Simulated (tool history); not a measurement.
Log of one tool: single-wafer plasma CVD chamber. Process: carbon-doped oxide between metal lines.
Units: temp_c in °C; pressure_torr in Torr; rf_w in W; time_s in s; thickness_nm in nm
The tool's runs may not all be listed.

run  hour  temp_c  pressure_torr  rf_w  time_s  thickness_nm
  1   0.0     345           6.45   590    13.4        87.614
  2   6.5     345           6.45   550    13.4        83.599
  3  11.4     345           6.45   580    13.4        87.048
  4  16.4     345           5.42   580    13.4        85.388
  5  18.8     348           5.19   575    13.4        84.014
  6  19.8     351           5.00   570    13.4        82.734
  7  25.9     353           4.83   565    13.4        81.061
  8  33.7     355           4.77   565    13.4        80.795
  9  42.1     357           4.70   565    13.4        79.872
 10  46.7     358           4.66   565    13.4        79.835

The next listed run, before its measurement:
 11  54.9     359           4.61   565    13.4             ?

{"run 11": {"thickness_nm": 79.791}}
